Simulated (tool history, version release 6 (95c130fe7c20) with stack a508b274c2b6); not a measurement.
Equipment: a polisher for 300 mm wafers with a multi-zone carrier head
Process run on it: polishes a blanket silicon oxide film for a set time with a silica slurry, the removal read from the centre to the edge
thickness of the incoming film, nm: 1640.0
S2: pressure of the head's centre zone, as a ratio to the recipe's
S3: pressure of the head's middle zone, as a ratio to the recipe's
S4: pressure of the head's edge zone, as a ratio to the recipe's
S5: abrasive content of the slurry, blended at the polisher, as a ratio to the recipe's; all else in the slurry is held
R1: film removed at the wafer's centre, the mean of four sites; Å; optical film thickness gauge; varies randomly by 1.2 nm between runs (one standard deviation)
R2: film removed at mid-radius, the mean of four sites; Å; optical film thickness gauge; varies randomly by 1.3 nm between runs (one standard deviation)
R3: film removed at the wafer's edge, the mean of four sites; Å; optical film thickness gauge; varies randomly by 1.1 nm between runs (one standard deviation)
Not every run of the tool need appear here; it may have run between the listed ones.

{"run": 1, "hour": 0.0, "flow of slurry (ml/min)": 150, "S2": 1.0, "S3": 1.0, "S4": 1.0, "S5": 1.0, "polishing time (s)": 43, "R1": 1645.4, "R2": 1618.6, "R3": 1571.8}
{"run": 2, "hour": 4.8, "flow of slurry (ml/min)": 150, "S2": 1.0, "S3": 1.0, "S4": 1.0, "S5": 1.0, "polishing time (s)": 34, "R1": 1300.9, "R2": 1303.1, "R3": 1256.5}
{"run": 3, "hour": 13.1, "flow of slurry (ml/min)": 150, "S2": 1.0, "S3": 0.99, "S4": 0.99, "S5": 0.95, "polishing time (s)": 34, "R1": 1302.5, "R2": 1257.1, "R3": 1247.0}
{"run": 4, "hour": 15.9, "flow of slurry (ml/min)": 150, "S2": 1.0, "S3": 0.99, "S4": 0.91, "S5": 0.95, "polishing time (s)": 34, "R1": 1303.5, "R2": 1248.1, "R3": 1184.1}
{"run": 5, "hour": 24.5, "flow of slurry (ml/min)": 150, "S2": 0.99, "S3": 0.98, "S4": 0.91, "S5": 0.9, "polishing time (s)": 34, "R1": 1221.5, "R2": 1219.9, "R3": 1197.0}
{"run": 6, "hour": 25.5, "flow of slurry (ml/min)": 185, "S2": 0.99, "S3": 0.98, "S4": 0.91, "S5": 0.9, "polishing time (s)": 34, "R1": 1305.8, "R2": 1264.7, "R3": 1198.1}
{"run": 7, "hour": 26.4, "flow of slurry (ml/min)": 185, "S2": 0.99, "S3": 0.97, "S4": 0.91, "S5": 0.85, "polishing time (s)": 33, "R1": 1260.9, "R2": 1226.0, "R3": 1109.2}
{"run": 8, "hour": 31.5, "flow of slurry (ml/min)": 175, "S2": 0.98, "S3": 0.95, "S4": 0.91, "S5": 0.8, "polishing time (s)": 33, "R1": 1190.6, "R2": 1142.1, "R3": 1087.1}
{"run": 9, "hour": 36.0, "flow of slurry (ml/min)": 175, "S2": 0.97, "S3": 0.94, "S4": 0.91, "S5": 0.75, "polishing time (s)": 33, "R1": 1157.7, "R2": 1107.3, "R3": 1086.4}
{"run": 10, "hour": 43.2, "flow of slurry (ml/min)": 175, "S2": 0.97, "S3": 0.94, "S4": 0.91, "S5": 0.7, "polishing time (s)": 32, "R1": 1109.6, "R2": 1077.2, "R3": 1012.5}
{"run": 11, "hour": 45.0, "flow of slurry (ml/min)": 170, "S2": 0.96, "S3": 0.93, "S4": 0.91, "S5": 0.7, "polishing time (s)": 32, "R1": 1096.0, "R2": 1047.1, "R3": 1002.4}

Run 12 comes next. What will it give?
{"run": 12, "hour": 47.4, "flow of slurry (ml/min)": 165, "S2": 0.95, "S3": 0.92, "S4": 0.91, "S5": 0.7, "polishing time (s)": 32, "R1": "?", "R2": "?", "R3": "?"}

Run 12 produced R1 1061.4 Å, R2 996.49 Å, R3 1027.2 Å.

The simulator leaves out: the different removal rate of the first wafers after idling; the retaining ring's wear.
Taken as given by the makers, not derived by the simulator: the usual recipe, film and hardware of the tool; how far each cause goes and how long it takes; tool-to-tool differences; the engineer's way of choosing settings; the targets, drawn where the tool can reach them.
